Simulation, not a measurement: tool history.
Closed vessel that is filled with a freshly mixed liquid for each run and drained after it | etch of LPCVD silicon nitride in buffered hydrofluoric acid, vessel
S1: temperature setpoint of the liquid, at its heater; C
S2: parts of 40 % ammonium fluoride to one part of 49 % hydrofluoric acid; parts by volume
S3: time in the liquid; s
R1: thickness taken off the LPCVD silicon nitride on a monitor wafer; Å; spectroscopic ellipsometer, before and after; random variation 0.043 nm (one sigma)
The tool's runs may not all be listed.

run 1 hour=0 | S1=22 S2=24 S3=2720 | R1=143.57
run 2 hour=6.6 | S1=22 S2=18 S3=2720 | R1=181.44
run 3 hour=12.1 | S1=22 S2=13 S3=2720 | R1=247.7
run 4 hour=13.9 | S1=22 S2=13 S3=2925 | R1=268.25
run 5 hour=16.4 | S1=22 S2=13 S3=2925 | R1=268.17
run 6 hour=22 | S1=20.5 S2=16 S3=2925 | R1=202.73
run 7 hour=31 | S1=19.5 S2=17.5 S3=2925 | R1=175.32
run 8 hour=34.9 | S1=19 S2=19 S3=2925 | R1=155.87
run 9 hour=39.3 | S1=18.5 S2=20 S3=2925 | R1=145.39
run 10 hour=43.7 | S1=18 S2=20.5 S3=2925 | R1=138.13

Run 11 comes next. What will it give?
run 11 hour=46.5 | S1=17 S2=26 S3=2920 | R1=?

{"run 11": {"R1": 110.59}}
